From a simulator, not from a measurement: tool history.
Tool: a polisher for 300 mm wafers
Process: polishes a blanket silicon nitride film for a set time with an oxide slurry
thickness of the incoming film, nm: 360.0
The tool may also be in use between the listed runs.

| run | hour | flow of slurry (ml/min) | pressure of the wafer on the pad (psi) | speed of the pad under the wafer (cm/s) | abrasive content of the slurry | polishing time (s) | film removed (Å) |
|---|---|---|---|---|---|---|---|
| 1 | 0 | 240 | 3.1 | 140 | 1 | 78 | 637.82 |
| 2 | 2.6 | 235 | 2.9 | 140 | 1 | 78 | 595.35 |
| 3 | 6.2 | 235 | 2.9 | 126 | 1 | 78 | 552.47 |
| 4 | 10.6 | 235 | 2.9 | 126 | 1.2 | 78 | 575.62 |
| 5 | 17.6 | 235 | 3.7 | 126 | 1.2 | 78 | 727.29 |
| 6 | 25.9 | 235 | 3.7 | 126 | 1.2 | 82 | 759.97 |
| 7 | 34.7 | 235 | 3.7 | 126 | 1.2 | 82 | 758.46 |
| 8 | 36.2 | 230 | 3.4 | 126 | 1.2 | 82 | 692.76 |
| 9 | 39.7 | 230 | 3.4 | 126 | 1.2 | 82 | 704.88 |
| 10 | 44.5 | 230 | 3.2 | 126 | 1.2 | 82 | 667.53 |
| 11 | 52.2 | 225 | 3 | 126 | 1.2 | 82 | 626.84 |
| 12 | 57.3 | 220 | 2.8 | 126 | 1.2 | 82 | 586.58 |
|  | 66 | head pressure recalibrated |
| 13 | 66 | 215 | 2.7 | 126 | 1.2 | 82 | 510.99 |

Forecast run 14:
| 14 | 69.3 | 210 | 2.7 | 126 | 1.2 | 82 | ? |

{"run 14": {"film removed (Å)": 508.47}}
